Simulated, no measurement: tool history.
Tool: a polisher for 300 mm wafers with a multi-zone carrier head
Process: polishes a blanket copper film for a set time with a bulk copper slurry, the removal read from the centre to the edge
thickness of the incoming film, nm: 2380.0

| run | hour | flow of slurry (ml/min) | pressure of the head's centre zone | pressure of the head's middle zone | pressure of the head's edge zone | abrasive content of the slurry | polishing time (s) | film removed at the wafer's centre (Å) | film removed at mid-radius (Å) | film removed at the wafer's edge (Å) |
|---|---|---|---|---|---|---|---|---|---|---|
| 1 | 0 | 225 | 1 | 1 | 1 | 1 | 90 | 6644.1 | 6648.8 | 6772.5 |
| 2 | 1.5 | 215 | 1.03 | 0.96 | 0.96 | 0.95 | 90 | 6559.9 | 6146.8 | 6534.1 |
| 3 | 4.2 | 215 | 1.03 | 0.96 | 0.96 | 1.15 | 90 | 6950.7 | 6680.2 | 6798.3 |
| 4 | 8.1 | 205 | 1.06 | 0.93 | 0.92 | 1.1 | 90 | 7100.2 | 6253.2 | 6667.8 |
| 5 | 12.2 | 205 | 1.07 | 0.93 | 0.89 | 1.05 | 89 | 6973.5 | 6102.9 | 6439 |
| 6 | 20.3 | 205 | 1.07 | 0.93 | 0.89 | 1.05 | 73 | 5654.9 | 5064.6 | 5266 |
| 7 | 23 | 205 | 1.07 | 0.93 | 0.89 | 1.05 | 73 | 5635.7 | 5030.5 | 5282.2 |

Forecast run 8:
| 8 | 24.3 | 225 | 1.1 | 0.94 | 0.94 | 1.1 | 73 | ? | ? | ? |

film removed at the wafer's centre (Å): 5989.5
film removed at mid-radius (Å): 5142.6
film removed at the wafer's edge (Å): 5557.6
